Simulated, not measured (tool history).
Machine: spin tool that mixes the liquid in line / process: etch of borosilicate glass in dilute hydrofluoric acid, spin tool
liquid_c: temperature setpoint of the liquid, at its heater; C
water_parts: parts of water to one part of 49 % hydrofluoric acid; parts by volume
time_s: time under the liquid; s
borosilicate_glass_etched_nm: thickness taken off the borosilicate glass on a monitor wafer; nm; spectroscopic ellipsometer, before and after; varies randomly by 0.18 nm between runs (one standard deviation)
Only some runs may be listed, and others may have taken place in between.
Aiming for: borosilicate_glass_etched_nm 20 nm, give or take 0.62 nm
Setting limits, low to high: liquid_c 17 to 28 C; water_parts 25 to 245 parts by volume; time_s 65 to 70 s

{"run": 1, "hour": 0.0, "liquid_c": 20, "water_parts": 135, "time_s": 65, "borosilicate_glass_etched_nm": 11.993}
{"run": 2, "hour": 5.0, "liquid_c": 21.5, "water_parts": 135, "time_s": 65, "borosilicate_glass_etched_nm": 12.731}
{"run": 3, "hour": 8.9, "liquid_c": 25, "water_parts": 135, "time_s": 65, "borosilicate_glass_etched_nm": 14.848}
{"run": 4, "hour": 9.5, "liquid_c": 25, "water_parts": 115, "time_s": 65, "borosilicate_glass_etched_nm": 17.399}
{"run": 5, "hour": 11.5, "liquid_c": 25, "water_parts": 85, "time_s": 65, "borosilicate_glass_etched_nm": 24.815}
{"run": 6, "hour": 12.6, "liquid_c": 24.5, "water_parts": 85, "time_s": 65, "borosilicate_glass_etched_nm": 23.948}
{"hour": 15.9, "done": "hydrofluoric acid flow meter replaced"}
{"run": 7, "hour": 15.9, "liquid_c": 24, "water_parts": 85, "time_s": 65, "borosilicate_glass_etched_nm": 21.937}
{"run": 8, "hour": 18.8, "liquid_c": 23, "water_parts": 85, "time_s": 65, "borosilicate_glass_etched_nm": 21.07}

4 candidate next runs follow, results not yet known. Just one meets every target within its allowed miss. Identify it.
{"run": "A", "hour": 21.7, "liquid_c": 22, "water_parts": 85, "time_s": 70, "borosilicate_glass_etched_nm": "?"}
{"run": "B", "hour": 21.7, "liquid_c": 23.5, "water_parts": 90, "time_s": 65, "borosilicate_glass_etched_nm": "?"}
{"run": "C", "hour": 21.7, "liquid_c": 27.5, "water_parts": 105, "time_s": 70, "borosilicate_glass_etched_nm": "?"}
{"run": "D", "hour": 21.7, "liquid_c": 23, "water_parts": 90, "time_s": 70, "borosilicate_glass_etched_nm": "?"}

move=A borosilicate_glass_etched_nm=22.07
move=B borosilicate_glass_etched_nm=20.44
move=C borosilicate_glass_etched_nm=21.648
move=D borosilicate_glass_etched_nm=21.575
A: its largest miss is bigger than the last run's
B: all results in spec
C: its largest miss is bigger than the last run's
D: its largest miss is bigger than the last run's
Go with B: it meets all targets.
